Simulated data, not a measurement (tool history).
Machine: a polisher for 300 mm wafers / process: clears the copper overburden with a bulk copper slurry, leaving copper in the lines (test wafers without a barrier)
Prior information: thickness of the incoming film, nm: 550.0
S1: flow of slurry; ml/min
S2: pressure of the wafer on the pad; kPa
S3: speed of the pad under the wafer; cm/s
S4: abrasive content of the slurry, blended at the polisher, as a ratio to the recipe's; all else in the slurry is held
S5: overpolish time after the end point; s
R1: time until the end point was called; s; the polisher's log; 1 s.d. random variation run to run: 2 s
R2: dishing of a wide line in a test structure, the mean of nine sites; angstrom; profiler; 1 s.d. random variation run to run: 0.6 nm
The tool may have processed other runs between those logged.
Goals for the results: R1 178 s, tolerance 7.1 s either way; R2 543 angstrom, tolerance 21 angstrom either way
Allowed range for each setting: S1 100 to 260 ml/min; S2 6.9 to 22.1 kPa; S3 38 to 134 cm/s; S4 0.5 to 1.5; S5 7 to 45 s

run 1 hour=0 | S1=165 S2=14.5 S3=86 S4=1 S5=23 | R1=109 R2=653.17
run 2 hour=1.6 | S1=165 S2=14.5 S3=86 S4=0.9 S5=23 | R1=113.53 R2=629.31
run 3 hour=4.3 | S1=160 S2=13.1 S3=86 S4=0.9 S5=25 | R1=124.04 R2=606.24
run 4 hour=13 | S1=160 S2=13.1 S3=86 S4=0.9 S5=32 | R1=123.07 R2=722.74
run 5 hour=19.4 | S1=155 S2=11.7 S3=86 S4=0.9 S5=32 | R1=138.49 R2=645.38
run 6 hour=23 | S1=155 S2=11.7 S3=86 S4=0.9 S5=26 | R1=137.75 R2=584.38
run 7 hour=31.2 | S1=150 S2=11 S3=86 S4=0.9 S5=27 | R1=148.47 R2=556.04
run 8 hour=39.8 | S1=145 S2=10.3 S3=86 S4=0.9 S5=28 | R1=157.15 R2=561.05
run 9 hour=41.3 | S1=140 S2=10.3 S3=86 S4=0.9 S5=28 | R1=159.08 R2=545.73
run 10 hour=48.8 | S1=140 S2=10.3 S3=86 S4=0.9 S5=28 | R1=158.27 R2=556.76
run 11 hour=57.2 | S1=125 S2=9 S3=84 S4=0.9 S5=31 | R1=189.4 R2=518.27
run 12 hour=64.5 | S1=130 S2=9 S3=84 S4=0.9 S5=31 | R1=188.24 R2=516.55
run 13 hour=67.2 | S1=135 S2=9 S3=84 S4=0.9 S5=31 | R1=186.88 R2=522.31

Which one of the following 4 next-run settings gets every result inside its allowed miss? There is exactly one.
run A hour=69.9 | S1=170 S2=11.7 S3=62 S4=0.9 S5=32 | R1=? R2=?
run B hour=69.9 | S1=115 S2=10.3 S3=76 S4=0.75 S5=36 | R1=? R2=?
run C hour=69.9 | S1=135 S2=9.7 S3=84 S4=0.85 S5=32 | R1=? R2=?
run D hour=69.9 | S1=140 S2=9 S3=78 S4=1 S5=31 | R1=? R2=?

move=A R1=191.46 R2=554.82
move=B R1=195.45 R2=580.86
move=C R1=179.48 R2=562.28
move=D R1=197.05 R2=511.55
A: lands further from the targets than the last run did
B: lands further from the targets than the last run did
C: each result inside its tolerance
D: lands further from the targets than the last run did
The move that meets every target is C.
